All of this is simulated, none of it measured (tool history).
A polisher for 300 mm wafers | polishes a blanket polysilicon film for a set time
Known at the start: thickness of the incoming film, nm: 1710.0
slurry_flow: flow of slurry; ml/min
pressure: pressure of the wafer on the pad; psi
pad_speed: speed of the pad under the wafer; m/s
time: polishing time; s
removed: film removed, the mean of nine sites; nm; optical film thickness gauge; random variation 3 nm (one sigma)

| run | day | slurry_flow | pressure | pad_speed | time | removed |
|---|---|---|---|---|---|---|
| 1 | 0 | 145 | 2.9 | 1.22 | 81 | 774.64 |
| 2 | 0.071 | 140 | 2.4 | 1.14 | 81 | 606.85 |
| 3 | 0.104 | 120 | 2.4 | 1.14 | 81 | 583.07 |
| 4 | 0.142 | 120 | 2.4 | 1.14 | 85 | 611.53 |
| 5 | 0.404 | 115 | 2.1 | 1.1 | 85 | 514.13 |
| 6 | 0.45 | 110 | 1.9 | 1.1 | 85 | 462.11 |
| 7 | 0.683 | 105 | 1.7 | 1.1 | 85 | 408.64 |
| 8 | 0.738 | 100 | 1.6 | 1.1 | 85 | 385.65 |
| 9 | 0.762 | 95 | 1.6 | 1.1 | 85 | 376.37 |
| 10 | 1.121 | 85 | 1.4 | 1.1 | 85 | 320.83 |

The next listed run, before its measurement:
| 11 | 1.279 | 90 | 1.4 | 1.1 | 85 | ? |

Run 11 gave removed 323.31 nm.
